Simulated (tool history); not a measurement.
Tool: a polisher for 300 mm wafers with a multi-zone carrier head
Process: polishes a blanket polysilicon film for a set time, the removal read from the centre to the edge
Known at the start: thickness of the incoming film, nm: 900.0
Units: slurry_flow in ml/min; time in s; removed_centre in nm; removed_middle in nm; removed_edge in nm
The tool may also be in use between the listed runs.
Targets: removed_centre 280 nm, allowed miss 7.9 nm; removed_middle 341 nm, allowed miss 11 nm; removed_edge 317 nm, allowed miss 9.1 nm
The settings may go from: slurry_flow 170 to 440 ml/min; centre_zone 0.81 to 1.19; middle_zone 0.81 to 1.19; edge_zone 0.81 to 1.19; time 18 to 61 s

Run 1, hour 0: slurry_flow 280 ml/min, centre_zone 1, middle_zone 1, edge_zone 1, time 39 s. Result: removed_centre 376.78 nm, removed_middle 375.21 nm, removed_edge 381.59 nm.
Run 2, hour 6.2: slurry_flow 270 ml/min, centre_zone 0.94, middle_zone 1, edge_zone 0.95, time 38 s. Result: removed_centre 342.51 nm, removed_middle 366.54 nm, removed_edge 354.53 nm.
Run 3, hour 14.9: slurry_flow 270 ml/min, centre_zone 0.88, middle_zone 1, edge_zone 0.95, time 38 s. Result: removed_centre 324.04 nm, removed_middle 362.58 nm, removed_edge 353.57 nm.
Run 4, hour 22.8: slurry_flow 270 ml/min, centre_zone 0.88, middle_zone 1, edge_zone 0.95, time 32 s. Result: removed_centre 268.82 nm, removed_middle 301.44 nm, removed_edge 300.34 nm.
Run 5, hour 31.3: slurry_flow 200 ml/min, centre_zone 0.88, middle_zone 1, edge_zone 0.95, time 32 s. Result: removed_centre 265.48 nm, removed_middle 291.57 nm, removed_edge 295.88 nm.
Run 6, hour 37.8: slurry_flow 235 ml/min, centre_zone 0.88, middle_zone 1.03, edge_zone 0.97, time 32 s. Result: removed_centre 266.97 nm, removed_middle 307.5 nm, removed_edge 301.16 nm.
Run 7, hour 45.3: slurry_flow 260 ml/min, centre_zone 0.89, middle_zone 1.05, edge_zone 0.98, time 32 s. Result: removed_centre 273.49 nm, removed_middle 321.6 nm, removed_edge 302.39 nm.
Run 8, hour 46.9: slurry_flow 275 ml/min, centre_zone 0.89, middle_zone 1.06, edge_zone 1, time 32 s. Result: removed_centre 273 nm, removed_middle 318.74 nm, removed_edge 308.91 nm.
Run 9, hour 50.4: slurry_flow 285 ml/min, centre_zone 0.89, middle_zone 1.08, edge_zone 1.01, time 32 s. Result: removed_centre 278.01 nm, removed_middle 327.15 nm, removed_edge 312.01 nm.

5 next moves are on the table. One of them brings every result within its allowed miss. Which?
Run A, hour 53.9: slurry_flow 210 ml/min, centre_zone 0.88, middle_zone 1.09, edge_zone 0.96, time 34 s. Result: removed_centre ?, removed_middle ?, removed_edge ?.
Run B, hour 53.9: slurry_flow 315 ml/min, centre_zone 0.94, middle_zone 1.19, edge_zone 0.83, time 33 s. Result: removed_centre ?, removed_middle ?, removed_edge ?.
Run C, hour 53.9: slurry_flow 280 ml/min, centre_zone 0.92, middle_zone 1.01, edge_zone 1.06, time 32 s. Result: removed_centre ?, removed_middle ?, removed_edge ?.
Run D, hour 53.9: slurry_flow 280 ml/min, centre_zone 0.91, middle_zone 1.05, edge_zone 1.02, time 32 s. Result: removed_centre ?, removed_middle ?, removed_edge ?.
Run E, hour 53.9: slurry_flow 275 ml/min, centre_zone 0.99, middle_zone 1.17, edge_zone 0.95, time 31 s. Result: removed_centre ?, removed_middle ?, removed_edge ?.

move  removed_centre  removed_middle  removed_edge
   A          280.02          342.11        314.05
   B           302.3          370.99        292.55
   C          283.51          309.61         316.6
   D          280.48          320.01         310.5
   E          295.56          339.53        289.91
A: meets every target
B: takes the result that was furthest off past its target
C: further off than the last run
D: further off than the last run
E: brings the result that was furthest off to its target, and leaves another outside
Move A is the one to make.
